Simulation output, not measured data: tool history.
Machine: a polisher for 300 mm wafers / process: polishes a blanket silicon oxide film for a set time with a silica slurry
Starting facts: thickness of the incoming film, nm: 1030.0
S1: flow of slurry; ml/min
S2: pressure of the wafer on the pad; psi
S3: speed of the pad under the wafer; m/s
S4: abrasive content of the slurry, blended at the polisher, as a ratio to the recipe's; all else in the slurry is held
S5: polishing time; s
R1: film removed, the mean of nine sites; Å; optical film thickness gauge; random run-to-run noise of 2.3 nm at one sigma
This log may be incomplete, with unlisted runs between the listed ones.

run	hour	S1	S2	S3	S4	S5	R1
1	0.0	150	4.3	0.96	1.0	79	2157.6
2	5.8	150	4.3	0.96	1.0	83	2228.5
3	8.9	150	4.3	0.96	1.0	83	2306.0
4	11.8	150	4.0	0.96	1.0	83	2112.5
5	14.3	150	3.4	0.96	1.0	83	1796.2
6	15.0	150	3.4	0.96	1.1	83	1933.7

Forecast run 7:
7	18.6	150	3.2	0.96	1.1	83	?

R1: 1855.4 Å

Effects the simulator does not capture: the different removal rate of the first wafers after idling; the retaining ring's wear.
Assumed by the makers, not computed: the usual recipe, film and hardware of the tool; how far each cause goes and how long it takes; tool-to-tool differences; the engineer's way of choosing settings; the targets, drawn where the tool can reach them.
